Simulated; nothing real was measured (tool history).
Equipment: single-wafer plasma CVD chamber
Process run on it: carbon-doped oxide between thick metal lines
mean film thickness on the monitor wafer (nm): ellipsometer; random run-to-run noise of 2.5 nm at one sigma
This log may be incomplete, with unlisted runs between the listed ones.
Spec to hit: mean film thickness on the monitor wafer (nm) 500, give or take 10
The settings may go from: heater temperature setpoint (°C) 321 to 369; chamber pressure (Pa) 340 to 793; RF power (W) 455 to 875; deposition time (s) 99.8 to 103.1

run,day,heater temperature setpoint (°C),chamber pressure (Pa),RF power (W),deposition time (s),mean film thickness on the monitor wafer (nm)
1,0,345,567,665,99.8,567.85
2,0.108,347,533,650,99.8,552.41
3,0.458,349,507,640,99.8,531.27
4,0.504,355,507,640,99.8,527.93
5,0.854,366,507,640,99.8,514.41
6,1.008,360,507,640,99.8,520.33
7,1.238,361,495,635,99.8,517.29
8,1.346,364,452,605,99.8,485.31
9,1.671,363,461,605,99.8,484.69

Pick the move, out of 5, that brings all results within their allowed miss; only one does.
A,1.996,363,497,620,99.8,?
B,1.996,368,504,640,103.1,?
C,1.996,365,513,545,103.1,?
D,1.996,369,463,545,99.8,?
E,1.996,358,400,660,101.3,?

move,mean film thickness on the monitor wafer (nm)
A,507.22
B,531.16
C,471.68
D,447.44
E,534.38
A: all results land within tolerance of their targets
B: takes the biggest miss from the last run beyond its target
C: misses by more than the last run did
D: misses by more than the last run did
E: takes the biggest miss from the last run beyond its target
Answer: A
